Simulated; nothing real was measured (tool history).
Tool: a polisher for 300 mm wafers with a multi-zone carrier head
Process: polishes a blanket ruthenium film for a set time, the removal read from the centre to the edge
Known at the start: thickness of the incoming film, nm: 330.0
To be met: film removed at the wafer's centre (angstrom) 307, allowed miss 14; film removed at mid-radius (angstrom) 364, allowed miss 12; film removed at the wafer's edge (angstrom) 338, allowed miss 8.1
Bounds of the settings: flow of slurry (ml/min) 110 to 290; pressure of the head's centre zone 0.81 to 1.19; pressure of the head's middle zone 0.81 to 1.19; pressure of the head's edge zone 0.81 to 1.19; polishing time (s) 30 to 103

| run | hour | flow of slurry (ml/min) | pressure of the head's centre zone | pressure of the head's middle zone | pressure of the head's edge zone | polishing time (s) | film removed at the wafer's centre (angstrom) | film removed at mid-radius (angstrom) | film removed at the wafer's edge (angstrom) |
|---|---|---|---|---|---|---|---|---|---|
| 1 | 0 | 185 | 1 | 1 | 1 | 66 | 399.35 | 397.52 | 391.9 |
| 2 | 2.1 | 210 | 1 | 1 | 1 | 66 | 396.43 | 404.67 | 396.39 |
| 3 | 10 | 190 | 1 | 1 | 1 | 66 | 396.77 | 405.05 | 391.24 |
| 4 | 16.8 | 185 | 0.96 | 0.99 | 0.97 | 65 | 369.92 | 383.38 | 379.49 |
| 5 | 22.5 | 180 | 0.93 | 1 | 0.94 | 64 | 348.8 | 380.19 | 367.15 |
| 6 | 28.8 | 175 | 0.91 | 1 | 0.92 | 64 | 337.61 | 378.69 | 365.18 |
| 7 | 30.7 | 170 | 0.9 | 1 | 0.9 | 64 | 333.34 | 374.33 | 358.21 |
| 8 | 35.2 | 165 | 0.89 | 1 | 0.89 | 64 | 330.02 | 377.68 | 354.67 |
| 9 | 38.7 | 160 | 0.88 | 1 | 0.88 | 64 | 315.29 | 372.61 | 349.7 |
| 10 | 45.6 | 155 | 0.88 | 1 | 0.87 | 64 | 317.72 | 370.15 | 347.44 |

5 next moves are on the table. One of them brings every result within its allowed miss. Which?
| A | 52.5 | 150 | 0.88 | 1.03 | 0.9 | 61 | ? | ? | ? |
| B | 52.5 | 170 | 0.96 | 1.06 | 0.82 | 62 | ? | ? | ? |
| C | 52.5 | 165 | 0.99 | 1.03 | 0.86 | 62 | ? | ? | ? |
| D | 52.5 | 115 | 0.93 | 0.96 | 0.91 | 71 | ? | ? | ? |
| E | 52.5 | 165 | 0.92 | 0.98 | 0.83 | 65 | ? | ? | ? |

| move | film removed at the wafer's centre (angstrom) | film removed at mid-radius (angstrom) | film removed at the wafer's edge (angstrom) |
|---|---|---|---|
| A | 297.49 | 362.26 | 332.07 |
| B | 339.79 | 386.42 | 329.57 |
| C | 348.17 | 375.32 | 335.34 |
| D | 338.32 | 371.99 | 370.54 |
| E | 338.89 | 378.23 | 346.27 |
A: meets every target
B: takes the result that was furthest off past its target
C: brings the result that was furthest off to its target, and leaves another outside
D: further off than the last run
E: further off than the last run
The right move is A.

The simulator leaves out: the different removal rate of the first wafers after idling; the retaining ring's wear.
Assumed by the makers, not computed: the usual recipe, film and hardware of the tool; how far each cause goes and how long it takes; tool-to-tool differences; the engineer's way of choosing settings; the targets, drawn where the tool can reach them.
